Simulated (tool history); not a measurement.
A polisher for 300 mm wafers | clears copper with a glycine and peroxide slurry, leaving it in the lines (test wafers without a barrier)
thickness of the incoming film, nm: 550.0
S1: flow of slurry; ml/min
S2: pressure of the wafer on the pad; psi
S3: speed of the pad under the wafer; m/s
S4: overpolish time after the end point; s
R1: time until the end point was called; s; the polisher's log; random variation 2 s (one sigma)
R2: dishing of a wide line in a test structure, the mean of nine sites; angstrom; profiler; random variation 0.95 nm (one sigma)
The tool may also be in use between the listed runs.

run    day   S1   S2    S3  S4      R1      R2
  1  0.000  315  3.0  0.80  25  122.16  653.90
  2  0.067  315  3.5  0.80  25  109.64  763.91
  3  0.438  315  3.5  0.80  16  110.46  531.46
  4  0.800  315  3.1  0.78  18  121.95  540.72
  5  0.996  280  3.1  0.78  18  124.93  522.55
  6  1.229  275  2.8  0.76  19  135.53  510.69
  7  1.488  275  2.6  0.74  20  146.25  506.12
  8  1.650  275  2.4  0.72  21  155.23  480.92
  9  1.942  275  2.2  0.72  22  167.00  480.30
 10  2.050  275  2.1  0.72  22  173.23  453.42

The next listed run, before its measurement:
     2.146  -- head pressure recalibrated
 11  2.146  275  2.0  0.72  23   ?   ?

R1: 164.39 s
R2: 501.13 angstrom

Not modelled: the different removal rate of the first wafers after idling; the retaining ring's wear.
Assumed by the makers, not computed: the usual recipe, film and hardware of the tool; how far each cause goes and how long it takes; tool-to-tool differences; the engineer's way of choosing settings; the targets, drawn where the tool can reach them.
